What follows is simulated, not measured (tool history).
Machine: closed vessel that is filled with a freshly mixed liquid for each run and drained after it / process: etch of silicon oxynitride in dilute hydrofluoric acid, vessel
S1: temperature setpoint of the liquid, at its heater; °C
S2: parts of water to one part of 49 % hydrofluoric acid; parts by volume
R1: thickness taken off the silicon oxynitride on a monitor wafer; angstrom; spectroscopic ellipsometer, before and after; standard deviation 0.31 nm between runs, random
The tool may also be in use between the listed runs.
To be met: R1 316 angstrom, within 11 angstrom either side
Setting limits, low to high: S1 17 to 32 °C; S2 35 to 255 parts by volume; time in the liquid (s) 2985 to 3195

Run 1, hour 0: S1 24 °C, S2 145 parts by volume, time in the liquid (s) 2985. Result: R1 368.59 angstrom.
Run 2, hour 3.8: S1 23 °C, S2 145 parts by volume, time in the liquid (s) 2985. Result: R1 348.29 angstrom.
Run 3, hour 9.8: S1 22.5 °C, S2 145 parts by volume, time in the liquid (s) 2985. Result: R1 344.09 angstrom.
Run 4, hour 15.9: S1 22 °C, S2 145 parts by volume, time in the liquid (s) 2985. Result: R1 336.92 angstrom.
Run 5, hour 19.3: S1 22 °C, S2 145 parts by volume, time in the liquid (s) 2985. Result: R1 335.45 angstrom.
Run 6, hour 27.7: S1 22 °C, S2 145 parts by volume, time in the liquid (s) 3195. Result: R1 355.07 angstrom.
Run 7, hour 30.7: S1 21.5 °C, S2 145 parts by volume, time in the liquid (s) 3195. Result: R1 348.15 angstrom.
Run 8, hour 34.5: S1 21 °C, S2 145 parts by volume, time in the liquid (s) 3195. Result: R1 345.39 angstrom.
Run 9, hour 42.3: S1 20.5 °C, S2 145 parts by volume, time in the liquid (s) 3195. Result: R1 335.79 angstrom.

4 next moves are on the table. One of them brings every result within its allowed miss. Which?
Run A, hour 50.1: S1 20 °C, S2 145 parts by volume, time in the liquid (s) 3100. Result: R1 ?.
Run B, hour 50.1: S1 18 °C, S2 120 parts by volume, time in the liquid (s) 2985. Result: R1 ?.
Run C, hour 50.1: S1 21.5 °C, S2 145 parts by volume, time in the liquid (s) 3195. Result: R1 ?.
Run D, hour 50.1: S1 21 °C, S2 130 parts by volume, time in the liquid (s) 3195. Result: R1 ?.

move      R1
   A  311.88
   B  334.93
   C  345.14
   D  380.08
A: each result inside its tolerance
B: no better and no worse than the last run
C: lands further from the targets than the last run did
D: lands further from the targets than the last run did
Go with A: it meets all targets.

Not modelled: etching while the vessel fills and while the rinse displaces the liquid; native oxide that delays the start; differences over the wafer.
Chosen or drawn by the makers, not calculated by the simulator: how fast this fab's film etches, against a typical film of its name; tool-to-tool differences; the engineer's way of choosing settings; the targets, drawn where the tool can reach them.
